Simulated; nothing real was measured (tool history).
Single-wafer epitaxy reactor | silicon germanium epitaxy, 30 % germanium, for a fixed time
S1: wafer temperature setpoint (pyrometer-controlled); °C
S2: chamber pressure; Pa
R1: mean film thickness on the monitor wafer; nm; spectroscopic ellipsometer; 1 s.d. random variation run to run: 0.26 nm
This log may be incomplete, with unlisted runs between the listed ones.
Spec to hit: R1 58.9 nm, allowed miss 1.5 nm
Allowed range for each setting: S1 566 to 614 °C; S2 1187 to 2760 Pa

{"run": 1, "day": 0.0, "S1": 590, "S2": 1973, "R1": 44.391}
{"run": 2, "day": 0.1, "S1": 598, "S2": 1973, "R1": 51.026}
{"run": 3, "day": 0.271, "S1": 599, "S2": 1973, "R1": 51.797}
{"run": 4, "day": 0.358, "S1": 594, "S2": 1973, "R1": 47.696}
{"run": 5, "day": 0.454, "S1": 596, "S2": 1973, "R1": 49.363}
{"run": 6, "day": 0.7, "S1": 596, "S2": 1787, "R1": 46.508}
{"run": 7, "day": 0.738, "S1": 598, "S2": 1787, "R1": 49.175}
{"run": 8, "day": 1.079, "S1": 599, "S2": 1787, "R1": 49.065}
{"run": 9, "day": 1.379, "S1": 601, "S2": 1787, "R1": 51.184}
{"run": 10, "day": 1.704, "S1": 602, "S2": 1787, "R1": 52.444}

Exercise: of the 4 proposed moves below, exactly one satisfies all targets within the stated allowed misses. Which move is it?
{"run": "A", "day": 2.029, "S1": 611, "S2": 1960, "R1": "?"}
{"run": "B", "day": 2.029, "S1": 610, "S2": 1707, "R1": "?"}
{"run": "C", "day": 2.029, "S1": 612, "S2": 1787, "R1": "?"}
{"run": "D", "day": 2.029, "S1": 614, "S2": 1347, "R1": "?"}

move=A R1=64.293
move=B R1=59.007
move=C R1=62.502
move=D R1=55.895
A: takes the biggest miss from the last run beyond its target
B: each result inside its tolerance
C: takes the biggest miss from the last run beyond its target
D: moves toward the targets from the last run without getting all of them in spec
Correct choice: B, which meets every target
